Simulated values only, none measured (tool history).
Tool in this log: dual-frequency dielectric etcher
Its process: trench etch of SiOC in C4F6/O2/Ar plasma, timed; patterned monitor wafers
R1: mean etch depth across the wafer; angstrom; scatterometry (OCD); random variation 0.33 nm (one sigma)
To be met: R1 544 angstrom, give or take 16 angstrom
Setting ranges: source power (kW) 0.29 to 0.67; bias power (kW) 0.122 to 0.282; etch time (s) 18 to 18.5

Run 1, hour 0: source power (kW) 0.48, bias power (kW) 0.202, etch time (s) 18. Result: R1 471.69 angstrom.
Run 2, hour 5.5: source power (kW) 0.48, bias power (kW) 0.229, etch time (s) 18. Result: R1 492.63 angstrom.
Run 3, hour 12.6: source power (kW) 0.41, bias power (kW) 0.229, etch time (s) 18. Result: R1 453.03 angstrom.
Run 4, hour 16.6: source power (kW) 0.41, bias power (kW) 0.209, etch time (s) 18. Result: R1 444.69 angstrom.
Run 5, hour 25.4: source power (kW) 0.41, bias power (kW) 0.173, etch time (s) 18. Result: R1 406.82 angstrom.
Run 6, hour 26.1: source power (kW) 0.41, bias power (kW) 0.173, etch time (s) 18. Result: R1 409.67 angstrom.
Run 7, hour 31.1: source power (kW) 0.45, bias power (kW) 0.178, etch time (s) 18. Result: R1 428.78 angstrom.
Run 8, hour 35.7: source power (kW) 0.49, bias power (kW) 0.183, etch time (s) 18. Result: R1 448.56 angstrom.
Run 9, hour 40.8: source power (kW) 0.52, bias power (kW) 0.189, etch time (s) 18. Result: R1 469.47 angstrom.
Run 10, hour 46.2: source power (kW) 0.54, bias power (kW) 0.193, etch time (s) 18. Result: R1 478.02 angstrom.
Run 11, hour 51: source power (kW) 0.56, bias power (kW) 0.197, etch time (s) 18. Result: R1 493.04 angstrom.
Run 12, hour 53.1: source power (kW) 0.58, bias power (kW) 0.199, etch time (s) 18. Result: R1 506.79 angstrom.

Of the 4 settings listed for the next run, only one would bring every result within its allowed miss of target. Which one?
Run A, hour 55.2: source power (kW) 0.61, bias power (kW) 0.189, etch time (s) 18. Result: R1 ?.
Run B, hour 55.2: source power (kW) 0.62, bias power (kW) 0.203, etch time (s) 18. Result: R1 ?.
Run C, hour 55.2: source power (kW) 0.59, bias power (kW) 0.218, etch time (s) 18.5. Result: R1 ?.
Run D, hour 55.2: source power (kW) 0.6, bias power (kW) 0.197, etch time (s) 18.5. Result: R1 ?.

move      R1
   A   502.9
   B   519.3
   C  536.04
   D  520.78
A: its largest miss is bigger than the last run's
B: nearer than the last run, and not there yet
C: each result inside its tolerance
D: nearer than the last run, and not there yet
Correct choice: C, which meets every target
